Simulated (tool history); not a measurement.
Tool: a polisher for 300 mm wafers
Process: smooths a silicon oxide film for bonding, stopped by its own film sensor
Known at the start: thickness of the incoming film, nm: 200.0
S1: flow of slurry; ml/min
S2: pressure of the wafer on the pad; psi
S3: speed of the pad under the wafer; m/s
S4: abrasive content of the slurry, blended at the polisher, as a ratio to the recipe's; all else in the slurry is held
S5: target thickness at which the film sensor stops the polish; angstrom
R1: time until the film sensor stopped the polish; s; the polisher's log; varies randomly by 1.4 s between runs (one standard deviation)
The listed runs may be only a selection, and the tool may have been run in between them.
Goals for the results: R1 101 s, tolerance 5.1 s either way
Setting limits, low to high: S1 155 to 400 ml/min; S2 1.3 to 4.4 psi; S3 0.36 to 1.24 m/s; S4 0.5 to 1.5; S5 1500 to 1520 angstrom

{"run": 1, "day": 0.0, "S1": 255, "S2": 2.8, "S3": 0.8, "S4": 1, "S5": 1520, "R1": 61.646}
{"run": 2, "day": 0.362, "S1": 255, "S2": 2.8, "S3": 0.8, "S4": 0.9, "S5": 1520, "R1": 64.058}
{"run": 3, "day": 0.525, "S1": 255, "S2": 2.8, "S3": 0.94, "S4": 0.9, "S5": 1520, "R1": 56.464}
{"run": 4, "day": 0.6, "S1": 255, "S2": 2.8, "S3": 0.8, "S4": 0.9, "S5": 1520, "R1": 66.181}
{"run": 5, "day": 0.938, "S1": 255, "S2": 2.8, "S3": 0.8, "S4": 0.9, "S5": 1500, "R1": 67.091}
{"run": 6, "day": 1.067, "S1": 255, "S2": 2.4, "S3": 0.78, "S4": 0.9, "S5": 1500, "R1": 78.189}
{"run": 7, "day": 1.288, "S1": 255, "S2": 2.2, "S3": 0.78, "S4": 0.9, "S5": 1500, "R1": 84.884}
{"run": 8, "day": 1.454, "S1": 255, "S2": 2, "S3": 0.78, "S4": 0.9, "S5": 1500, "R1": 93.7}

Which single option among these 4 for the next run brings every result within its allowed miss of target? Just one does.
{"run": "A", "day": 1.621, "S1": 255, "S2": 1.8, "S3": 0.98, "S4": 0.95, "S5": 1510, "R1": "?"}
{"run": "B", "day": 1.621, "S1": 205, "S2": 1.8, "S3": 0.82, "S4": 1.05, "S5": 1520, "R1": "?"}
{"run": "C", "day": 1.621, "S1": 345, "S2": 1.6, "S3": 0.86, "S4": 0.95, "S5": 1500, "R1": "?"}
{"run": "D", "day": 1.621, "S1": 270, "S2": 2.1, "S3": 0.52, "S4": 1, "S5": 1510, "R1": "?"}

move=A R1=80.964
move=B R1=89.221
move=C R1=98.605
move=D R1=113.42
A: lands further from the targets than the last run did
B: lands further from the targets than the last run did
C: hits every target within its allowed miss
D: moves the result that the last run missed by most past its target, out the other side
Answer: C

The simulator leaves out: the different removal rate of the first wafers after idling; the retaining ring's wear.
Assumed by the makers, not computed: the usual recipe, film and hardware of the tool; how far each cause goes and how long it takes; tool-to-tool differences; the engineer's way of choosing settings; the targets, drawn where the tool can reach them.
